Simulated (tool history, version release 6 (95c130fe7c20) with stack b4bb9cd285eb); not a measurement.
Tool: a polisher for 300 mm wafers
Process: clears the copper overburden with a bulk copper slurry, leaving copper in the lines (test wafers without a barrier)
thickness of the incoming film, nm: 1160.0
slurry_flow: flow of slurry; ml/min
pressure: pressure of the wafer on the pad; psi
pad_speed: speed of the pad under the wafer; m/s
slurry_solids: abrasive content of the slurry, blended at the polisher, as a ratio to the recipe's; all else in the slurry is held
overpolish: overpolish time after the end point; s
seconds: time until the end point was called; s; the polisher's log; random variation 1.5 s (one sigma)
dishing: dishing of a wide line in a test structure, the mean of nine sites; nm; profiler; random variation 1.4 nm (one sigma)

run	hour	slurry_flow	pressure	pad_speed	slurry_solids	overpolish	seconds	dishing
1	0.0	220	3.4	1.24	1.00	22	77.555	111.720
2	4.3	220	3.2	1.26	1.00	19	85.128	104.930
3	8.0	225	3.0	1.34	1.05	16	81.090	95.779
4	13.1	225	2.9	1.34	1.05	15	84.312	87.872
5	14.7	225	3.7	1.34	1.05	15	67.005	105.420
6	20.2	225	3.7	1.34	0.95	15	68.279	104.300
7	24.4	225	2.7	1.34	0.95	7	90.704	53.514

The next listed run, before its measurement:
8	32.8	225	2.7	1.30	1.00	8	?	?

seconds: 94.996 s
dishing: 57.733 nm
